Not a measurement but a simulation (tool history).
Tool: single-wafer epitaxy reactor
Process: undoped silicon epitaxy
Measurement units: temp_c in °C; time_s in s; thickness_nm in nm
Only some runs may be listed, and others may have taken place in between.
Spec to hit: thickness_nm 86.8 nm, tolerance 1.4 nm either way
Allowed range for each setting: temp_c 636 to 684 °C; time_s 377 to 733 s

Run 1, hour 0: temp_c 660 °C, time_s 555 s. Result: thickness_nm 116.09 nm.
Run 2, hour 6.8: temp_c 659 °C, time_s 555 s. Result: thickness_nm 114.23 nm.
Run 3, hour 11.3: temp_c 659 °C, time_s 630 s. Result: thickness_nm 129.65 nm.
Run 4, hour 16.8: temp_c 657 °C, time_s 630 s. Result: thickness_nm 123.24 nm.
Run 5, hour 23.3: temp_c 668 °C, time_s 630 s. Result: thickness_nm 152.62 nm.
Run 6, hour 26.4: temp_c 658 °C, time_s 630 s. Result: thickness_nm 127.53 nm.
Run 7, hour 30.3: temp_c 656 °C, time_s 630 s. Result: thickness_nm 122.32 nm.
Run 8, hour 38.2: temp_c 654 °C, time_s 630 s. Result: thickness_nm 117.12 nm.
Run 9, hour 40.3: temp_c 652 °C, time_s 630 s. Result: thickness_nm 113.63 nm.
Run 10, hour 43.2: temp_c 651 °C, time_s 630 s. Result: thickness_nm 110.98 nm.
Run 11, hour 52: temp_c 650 °C, time_s 630 s. Result: thickness_nm 109.59 nm.
Run 12, hour 57.8: temp_c 649 °C, time_s 630 s. Result: thickness_nm 107.34 nm.

Exactly one of the 4 candidate moves below puts every result within its allowed miss. Which one?
Run A, hour 63.6: temp_c 658 °C, time_s 667 s. Result: thickness_nm ?.
Run B, hour 63.6: temp_c 646 °C, time_s 545 s. Result: thickness_nm ?.
Run C, hour 63.6: temp_c 658 °C, time_s 680 s. Result: thickness_nm ?.
Run D, hour 63.6: temp_c 650 °C, time_s 694 s. Result: thickness_nm ?.

move  thickness_nm
   A        135.12
   B        87.839
   C        137.75
   D        120.78
A: misses by more than the last run did
B: every result within its allowed miss
C: misses by more than the last run did
D: misses by more than the last run did
Go with B: it meets all targets.
